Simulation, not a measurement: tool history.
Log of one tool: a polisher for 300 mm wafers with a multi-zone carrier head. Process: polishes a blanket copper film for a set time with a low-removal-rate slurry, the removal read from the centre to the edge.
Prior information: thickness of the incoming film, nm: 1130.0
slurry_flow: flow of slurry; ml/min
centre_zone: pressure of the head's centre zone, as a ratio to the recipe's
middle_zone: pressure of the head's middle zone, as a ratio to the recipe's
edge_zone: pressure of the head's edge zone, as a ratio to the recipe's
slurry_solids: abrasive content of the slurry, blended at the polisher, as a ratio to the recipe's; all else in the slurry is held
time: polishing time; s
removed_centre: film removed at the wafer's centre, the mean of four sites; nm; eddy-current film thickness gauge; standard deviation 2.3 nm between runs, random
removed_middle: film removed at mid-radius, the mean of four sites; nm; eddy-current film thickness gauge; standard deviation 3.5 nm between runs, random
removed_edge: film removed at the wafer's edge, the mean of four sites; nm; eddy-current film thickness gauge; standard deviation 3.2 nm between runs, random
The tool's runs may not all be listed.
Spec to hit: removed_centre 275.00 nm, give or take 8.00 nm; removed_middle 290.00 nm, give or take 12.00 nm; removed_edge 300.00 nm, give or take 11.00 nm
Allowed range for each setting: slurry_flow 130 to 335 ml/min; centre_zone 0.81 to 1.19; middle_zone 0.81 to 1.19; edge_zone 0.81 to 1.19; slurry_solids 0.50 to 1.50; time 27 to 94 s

run	hour	slurry_flow	centre_zone	middle_zone	edge_zone	slurry_solids	time	removed_centre	removed_middle	removed_edge
1	0.0	215	1.00	1.00	1.00	1.00	60	193.90	196.89	191.72
2	7.4	215	1.00	1.00	1.00	1.20	60	202.23	202.47	201.26
3	12.1	220	1.00	1.02	1.04	1.30	64	221.93	223.43	224.86
4	20.1	220	1.00	1.02	1.04	1.30	74	253.59	269.67	260.25
5	26.2	220	0.93	1.02	1.04	1.30	74	237.45	268.41	257.57
6	33.0	220	0.88	1.02	1.04	1.30	74	220.29	260.13	258.70
7	36.8	230	0.91	1.02	1.07	1.35	74	233.98	265.76	267.79
8	42.0	240	0.93	1.03	1.09	1.40	74	241.86	277.56	269.57
9	47.4	240	0.94	1.02	1.11	1.45	75	253.81	276.66	280.24
10	54.9	245	0.95	1.02	1.13	1.45	75	257.93	274.98	280.83
11	63.8	250	0.95	1.02	1.14	1.45	76	261.27	290.87	288.90
12	71.9	250	0.96	1.01	1.15	1.45	76	265.95	281.89	287.14
13	72.9	250	0.96	1.01	1.16	1.45	76	266.69	288.44	289.10
14	79.6	250	0.96	1.00	1.17	1.45	76	261.14	280.02	284.61

Which single option among these 5 for the next run brings every result within its allowed miss of target? Just one does.
A	86.3	250	1.03	0.98	1.12	1.50	79	?	?	?
B	86.3	210	0.87	0.99	1.16	1.50	81	?	?	?
C	86.3	225	0.92	0.99	1.19	1.45	78	?	?	?
D	86.3	300	0.95	0.98	1.14	1.15	81	?	?	?
E	86.3	270	1.08	1.09	1.10	1.45	73	?	?	?

move	removed_centre	removed_middle	removed_edge
A	300.99	290.19	299.04
B	250.59	290.37	302.75
C	257.46	281.37	294.85
D	277.39	289.20	297.35
E	294.07	295.04	274.85
A: pushes the last run's worst result past its target
B: lands further from the targets than the last run did
C: lands further from the targets than the last run did
D: all results in spec
E: pushes the last run's worst result past its target
D is the move that brings every result within its allowed miss.

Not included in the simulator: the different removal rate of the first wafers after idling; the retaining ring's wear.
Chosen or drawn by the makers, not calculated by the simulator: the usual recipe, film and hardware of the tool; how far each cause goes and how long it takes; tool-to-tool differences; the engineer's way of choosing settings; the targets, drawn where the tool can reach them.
